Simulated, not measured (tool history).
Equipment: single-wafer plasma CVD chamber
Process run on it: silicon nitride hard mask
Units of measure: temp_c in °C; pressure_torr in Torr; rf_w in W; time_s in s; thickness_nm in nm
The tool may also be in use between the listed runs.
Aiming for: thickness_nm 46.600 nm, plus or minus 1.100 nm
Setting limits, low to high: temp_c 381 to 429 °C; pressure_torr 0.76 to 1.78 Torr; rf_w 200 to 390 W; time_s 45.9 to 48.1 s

run	hour	temp_c	pressure_torr	rf_w	time_s	thickness_nm
1	0.0	405	1.27	295	48.1	51.878
2	3.8	405	1.23	295	48.1	50.469
3	11.1	405	1.41	295	48.1	53.533
4	14.7	405	1.36	295	48.1	52.878
5	16.3	405	1.31	295	48.1	51.630
6	21.6	405	1.27	295	48.1	51.872
7	25.9	405	1.23	295	48.1	51.323
8	29.8	405	1.19	295	48.1	50.483
9	38.4	405	1.16	295	48.1	49.954
10	40.4	405	0.94	285	48.0	44.791
11	47.2	405	0.95	285	48.0	45.413

Which one of the following 4 next-run settings gets every result inside its allowed miss? There is exactly one.
A	54.0	417	0.87	285	48.1	?
B	54.0	410	0.86	310	48.1	?
C	54.0	404	1.06	295	48.1	?
D	54.0	418	0.93	345	46.0	?

move	thickness_nm
A	43.784
B	46.437
C	48.743
D	49.134
A: the biggest miss grows against the last run
B: each result inside its tolerance
C: pushes the last run's worst result past its target
D: pushes the last run's worst result past its target
Move B is the one to make.

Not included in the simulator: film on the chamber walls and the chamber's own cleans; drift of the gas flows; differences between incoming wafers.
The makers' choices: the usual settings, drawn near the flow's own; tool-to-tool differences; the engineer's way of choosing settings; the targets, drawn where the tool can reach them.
